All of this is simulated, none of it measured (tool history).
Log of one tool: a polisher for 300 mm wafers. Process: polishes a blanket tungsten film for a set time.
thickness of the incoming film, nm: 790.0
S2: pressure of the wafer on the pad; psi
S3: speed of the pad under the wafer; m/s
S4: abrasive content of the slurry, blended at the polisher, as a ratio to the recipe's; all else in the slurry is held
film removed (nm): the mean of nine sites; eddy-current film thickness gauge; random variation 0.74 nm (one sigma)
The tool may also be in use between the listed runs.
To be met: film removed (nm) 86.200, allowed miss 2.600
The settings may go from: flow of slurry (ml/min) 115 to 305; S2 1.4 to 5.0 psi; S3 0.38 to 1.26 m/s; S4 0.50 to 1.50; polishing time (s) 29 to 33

Run 1, day 0.000: flow of slurry (ml/min) 195, S2 3.2 psi, S3 0.82 m/s, S4 1.00, polishing time (s) 33. Result: film removed (nm) 125.180.
Run 2, day 0.058: flow of slurry (ml/min) 230, S2 3.2 psi, S3 0.82 m/s, S4 1.00, polishing time (s) 33. Result: film removed (nm) 127.570.
Run 3, day 0.175: flow of slurry (ml/min) 230, S2 3.2 psi, S3 1.02 m/s, S4 1.00, polishing time (s) 33. Result: film removed (nm) 155.250.
Run 4, day 0.292: flow of slurry (ml/min) 230, S2 2.8 psi, S3 1.02 m/s, S4 1.00, polishing time (s) 33. Result: film removed (nm) 137.990.
Run 5, day 0.592: flow of slurry (ml/min) 230, S2 2.5 psi, S3 1.02 m/s, S4 1.00, polishing time (s) 33. Result: film removed (nm) 125.650.
Run 6, day 0.629: flow of slurry (ml/min) 230, S2 2.5 psi, S3 1.22 m/s, S4 1.00, polishing time (s) 33. Result: film removed (nm) 146.590.
Run 7, day 0.667: flow of slurry (ml/min) 220, S2 2.2 psi, S3 1.18 m/s, S4 1.00, polishing time (s) 33. Result: film removed (nm) 123.970.
Run 8, day 1.021: flow of slurry (ml/min) 200, S2 2.0 psi, S3 1.18 m/s, S4 1.00, polishing time (s) 33. Result: film removed (nm) 111.550.
Run 9, day 1.388: flow of slurry (ml/min) 185, S2 1.9 psi, S3 1.18 m/s, S4 1.00, polishing time (s) 33. Result: film removed (nm) 107.380.
Run 10, day 1.725: flow of slurry (ml/min) 175, S2 1.8 psi, S3 1.18 m/s, S4 1.00, polishing time (s) 33. Result: film removed (nm) 99.905.
Run 11, day 1.846: flow of slurry (ml/min) 165, S2 1.8 psi, S3 1.18 m/s, S4 1.00, polishing time (s) 33. Result: film removed (nm) 100.290.
Run 12, day 1.875: flow of slurry (ml/min) 160, S2 1.7 psi, S3 1.18 m/s, S4 1.00, polishing time (s) 33. Result: film removed (nm) 93.886.
Run 13, day 2.071: flow of slurry (ml/min) 150, S2 1.7 psi, S3 1.18 m/s, S4 1.00, polishing time (s) 33. Result: film removed (nm) 93.883.
Run 14, day 2.417: flow of slurry (ml/min) 145, S2 1.7 psi, S3 1.18 m/s, S4 1.00, polishing time (s) 33. Result: film removed (nm) 92.478.
Run 15, day 2.492: flow of slurry (ml/min) 140, S2 1.7 psi, S3 1.18 m/s, S4 1.00, polishing time (s) 33. Result: film removed (nm) 92.206.
Run 16, day 2.712: flow of slurry (ml/min) 140, S2 1.7 psi, S3 1.18 m/s, S4 1.00, polishing time (s) 33. Result: film removed (nm) 92.933.
Run 17, day 3.079: flow of slurry (ml/min) 135, S2 1.7 psi, S3 1.18 m/s, S4 1.00, polishing time (s) 33. Result: film removed (nm) 90.995.
Run 18, day 3.454: flow of slurry (ml/min) 130, S2 1.7 psi, S3 1.18 m/s, S4 1.00, polishing time (s) 33. Result: film removed (nm) 91.191.

5 next moves are on the table. One of them brings every result within its allowed miss. Which?
Run A, day 3.829: flow of slurry (ml/min) 115, S2 1.7 psi, S3 1.24 m/s, S4 1.05, polishing time (s) 33. Result: film removed (nm) ?.
Run B, day 3.829: flow of slurry (ml/min) 155, S2 1.8 psi, S3 1.20 m/s, S4 0.80, polishing time (s) 33. Result: film removed (nm) ?.
Run C, day 3.829: flow of slurry (ml/min) 115, S2 1.7 psi, S3 1.14 m/s, S4 1.05, polishing time (s) 33. Result: film removed (nm) ?.
Run D, day 3.829: flow of slurry (ml/min) 195, S2 2.1 psi, S3 1.10 m/s, S4 0.85, polishing time (s) 29. Result: film removed (nm) ?.
Run E, day 3.829: flow of slurry (ml/min) 125, S2 1.8 psi, S3 1.26 m/s, S4 0.95, polishing time (s) 33. Result: film removed (nm) ?.

move  film removed (nm)
   A             93.659
   B             94.031
   C             86.459
   D             93.014
   E             99.275
A: further off than the last run
B: further off than the last run
C: meets every target
D: further off than the last run
E: further off than the last run
Answer: C
